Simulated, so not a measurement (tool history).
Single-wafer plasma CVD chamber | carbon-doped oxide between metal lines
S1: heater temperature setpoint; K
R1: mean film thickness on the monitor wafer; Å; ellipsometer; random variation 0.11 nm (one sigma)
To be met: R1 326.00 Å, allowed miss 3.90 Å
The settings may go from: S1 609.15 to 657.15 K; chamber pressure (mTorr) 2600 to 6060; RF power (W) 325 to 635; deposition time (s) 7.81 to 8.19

{"run": 1, "hour": 0.0, "S1": 633.15, "chamber pressure (mTorr)": 4330, "RF power (W)": 480, "deposition time (s)": 8.19, "R1": 389.14}
{"run": 2, "hour": 7.2, "S1": 633.15, "chamber pressure (mTorr)": 4830, "RF power (W)": 480, "deposition time (s)": 8.19, "R1": 398.9}
{"run": 3, "hour": 14.6, "S1": 633.15, "chamber pressure (mTorr)": 4830, "RF power (W)": 480, "deposition time (s)": 7.81, "R1": 376.33}
{"run": 4, "hour": 17.8, "S1": 636.15, "chamber pressure (mTorr)": 4490, "RF power (W)": 470, "deposition time (s)": 7.81, "R1": 362.39}
{"run": 5, "hour": 26.3, "S1": 636.15, "chamber pressure (mTorr)": 4490, "RF power (W)": 500, "deposition time (s)": 7.81, "R1": 383.03}
{"run": 6, "hour": 32.7, "S1": 639.15, "chamber pressure (mTorr)": 4150, "RF power (W)": 495, "deposition time (s)": 7.81, "R1": 373.7}
{"run": 7, "hour": 34.4, "S1": 642.15, "chamber pressure (mTorr)": 3890, "RF power (W)": 485, "deposition time (s)": 7.81, "R1": 362.97}
{"run": 8, "hour": 40.7, "S1": 644.15, "chamber pressure (mTorr)": 3690, "RF power (W)": 475, "deposition time (s)": 7.81, "R1": 350.72}
{"run": 9, "hour": 45.1, "S1": 646.15, "chamber pressure (mTorr)": 3500, "RF power (W)": 475, "deposition time (s)": 7.81, "R1": 346.6}

5 next moves are on the table. One of them brings every result within its allowed miss. Which?
{"run": "A", "hour": 49.5, "S1": 644.15, "chamber pressure (mTorr)": 4490, "RF power (W)": 420, "deposition time (s)": 8.19, "R1": "?"}
{"run": "B", "hour": 49.5, "S1": 650.15, "chamber pressure (mTorr)": 3200, "RF power (W)": 440, "deposition time (s)": 7.81, "R1": "?"}
{"run": "C", "hour": 49.5, "S1": 646.15, "chamber pressure (mTorr)": 2960, "RF power (W)": 440, "deposition time (s)": 7.81, "R1": "?"}
{"run": "D", "hour": 49.5, "S1": 654.15, "chamber pressure (mTorr)": 3720, "RF power (W)": 440, "deposition time (s)": 7.99, "R1": "?"}
{"run": "E", "hour": 49.5, "S1": 647.15, "chamber pressure (mTorr)": 4060, "RF power (W)": 425, "deposition time (s)": 7.81, "R1": "?"}

move=A R1=335.21
move=B R1=317.04
move=C R1=318.25
move=D R1=326.87
move=E R1=317.05
A: nearer than the last run, and not there yet
B: takes the result that was furthest off past its target
C: takes the result that was furthest off past its target
D: meets every target
E: takes the result that was furthest off past its target
Move D is the one to make.

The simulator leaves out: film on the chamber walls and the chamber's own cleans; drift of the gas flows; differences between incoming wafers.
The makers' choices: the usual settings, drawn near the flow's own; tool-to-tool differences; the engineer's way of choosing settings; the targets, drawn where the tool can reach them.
